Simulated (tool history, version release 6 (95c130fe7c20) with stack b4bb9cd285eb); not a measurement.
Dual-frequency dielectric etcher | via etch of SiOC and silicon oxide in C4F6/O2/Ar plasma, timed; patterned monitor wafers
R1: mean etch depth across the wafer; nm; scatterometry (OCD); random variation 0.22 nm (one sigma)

run 1 hour=0.0 | source_power_(W)=300 bias_power_(W)=200 etch_time_(s)=31 | R1=31.345
run 2 hour=5.0 | source_power_(W)=300 bias_power_(W)=186 etch_time_(s)=31 | R1=30.591
run 3 hour=8.5 | source_power_(W)=300 bias_power_(W)=154 etch_time_(s)=31 | R1=28.764
run 4 hour=12.7 | source_power_(W)=330 bias_power_(W)=168 etch_time_(s)=31 | R1=30.818
run 5 hour=17.1 | source_power_(W)=330 bias_power_(W)=168 etch_time_(s)=31 | R1=30.393
run 6 hour=26.1 | source_power_(W)=310 bias_power_(W)=168 etch_time_(s)=31 | R1=29.916
run 7 hour=30.8 | source_power_(W)=340 bias_power_(W)=181 etch_time_(s)=31 | R1=31.938
run 8 hour=39.3 | source_power_(W)=340 bias_power_(W)=181 etch_time_(s)=31 | R1=31.530
run 9 hour=43.1 | source_power_(W)=360 bias_power_(W)=194 etch_time_(s)=31 | R1=33.319
run 10 hour=50.9 | source_power_(W)=370 bias_power_(W)=201 etch_time_(s)=31 | R1=34.160
run 11 hour=57.0 | source_power_(W)=380 bias_power_(W)=206 etch_time_(s)=31 | R1=34.811
run 12 hour=59.2 | source_power_(W)=380 bias_power_(W)=206 etch_time_(s)=31 | R1=34.913

The next listed run, before its measurement:
run 13 hour=68.0 | source_power_(W)=390 bias_power_(W)=210 etch_time_(s)=31 | R1=?

Run 13 gave R1 35.241 nm.
